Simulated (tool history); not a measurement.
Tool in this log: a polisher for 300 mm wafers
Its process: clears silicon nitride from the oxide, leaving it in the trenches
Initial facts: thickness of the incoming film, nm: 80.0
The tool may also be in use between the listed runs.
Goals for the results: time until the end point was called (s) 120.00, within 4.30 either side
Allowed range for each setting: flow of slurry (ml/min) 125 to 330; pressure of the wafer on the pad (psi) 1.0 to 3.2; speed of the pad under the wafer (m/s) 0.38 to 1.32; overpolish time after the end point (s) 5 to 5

run,hour,flow of slurry (ml/min),pressure of the wafer on the pad (psi),speed of the pad under the wafer (m/s),overpolish time after the end point (s),time until the end point was called (s)
1,0.0,210,2.1,0.84,5,174.77
2,4.7,170,2.1,0.84,5,179.74
3,8.4,170,2.1,0.84,5,184.10
4,11.7,185,2.2,0.84,5,173.46
5,15.4,205,2.2,0.84,5,175.58
6,19.4,170,2.2,0.84,5,174.49
7,20.2,170,2.4,0.84,5,161.46
8,22.1,170,2.5,0.84,5,159.89
9,23.5,170,2.5,0.84,5,161.42
10,31.6,170,2.6,0.86,5,151.83
11,40.2,170,2.7,0.86,5,146.37
12,46.1,170,2.8,0.86,5,144.91
13,54.0,170,2.9,0.88,5,137.20
14,57.6,170,3.0,0.88,5,134.30
15,60.2,170,3.0,0.90,5,128.53

Pick the move, out of 4, that brings all results within their allowed miss; only one does.
A,62.8,160,2.8,0.94,5,?
B,62.8,215,2.6,0.94,5,?
C,62.8,130,3.0,1.02,5,?
D,62.8,180,2.9,0.94,5,?

move,time until the end point was called (s)
A,131.96
B,134.28
C,119.43
D,126.36
A: further off than the last run
B: further off than the last run
C: all results in spec
D: closer than the last run, but not yet in spec
Go with C: it meets all targets.

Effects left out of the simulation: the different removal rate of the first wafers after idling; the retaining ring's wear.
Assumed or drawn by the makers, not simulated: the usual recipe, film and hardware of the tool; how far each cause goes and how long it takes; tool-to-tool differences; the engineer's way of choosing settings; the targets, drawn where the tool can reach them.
